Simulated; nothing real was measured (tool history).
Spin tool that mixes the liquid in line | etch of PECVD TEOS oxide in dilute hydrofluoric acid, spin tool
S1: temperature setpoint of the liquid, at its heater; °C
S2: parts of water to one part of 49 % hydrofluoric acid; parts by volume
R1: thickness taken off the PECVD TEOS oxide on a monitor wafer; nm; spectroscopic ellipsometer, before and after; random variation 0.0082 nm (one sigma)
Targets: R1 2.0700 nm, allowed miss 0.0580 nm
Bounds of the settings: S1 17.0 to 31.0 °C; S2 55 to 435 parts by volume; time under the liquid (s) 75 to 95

run 1 day=0.000 | S1=23.0 S2=245 time_under_the_liquid_(s)=95 | R1=5.6078
run 2 day=0.196 | S1=25.5 S2=245 time_under_the_liquid_(s)=95 | R1=6.0772
run 3 day=0.329 | S1=24.5 S2=260 time_under_the_liquid_(s)=95 | R1=5.4573
run 4 day=0.471 | S1=24.5 S2=315 time_under_the_liquid_(s)=95 | R1=4.2445
run 5 day=0.775 | S1=24.5 S2=255 time_under_the_liquid_(s)=95 | R1=5.5776
run 6 day=0.838 | S1=24.0 S2=270 time_under_the_liquid_(s)=95 | R1=5.1252
run 7 day=1.125 | S1=23.5 S2=285 time_under_the_liquid_(s)=95 | R1=4.6825
run 8 day=1.321 | S1=19.5 S2=380 time_under_the_liquid_(s)=95 | R1=2.8115
run 9 day=1.567 | S1=19.5 S2=385 time_under_the_liquid_(s)=95 | R1=2.7498
run 10 day=1.662 | S1=17.0 S2=430 time_under_the_liquid_(s)=95 | R1=2.1695
run 11 day=1.862 | S1=17.0 S2=430 time_under_the_liquid_(s)=95 | R1=2.1666
-- day=2.200 thermometer replaced
run 12 day=2.200 | S1=17.0 S2=435 time_under_the_liquid_(s)=95 | R1=1.9751

5 next moves are on the table. One of them brings every result within its allowed miss. Which?
run A day=2.538 | S1=21.5 S2=435 time_under_the_liquid_(s)=80 | R1=?
run B day=2.538 | S1=17.0 S2=435 time_under_the_liquid_(s)=90 | R1=?
run C day=2.538 | S1=18.0 S2=415 time_under_the_liquid_(s)=90 | R1=?
run D day=2.538 | S1=17.0 S2=385 time_under_the_liquid_(s)=75 | R1=?
run E day=2.538 | S1=19.5 S2=430 time_under_the_liquid_(s)=85 | R1=?

move=A R1=1.9506
move=B R1=1.8792
move=C R1=2.0726
move=D R1=1.8389
move=E R1=1.9672
A: further off than the last run
B: further off than the last run
C: meets every target
D: further off than the last run
E: further off than the last run
Answer: C
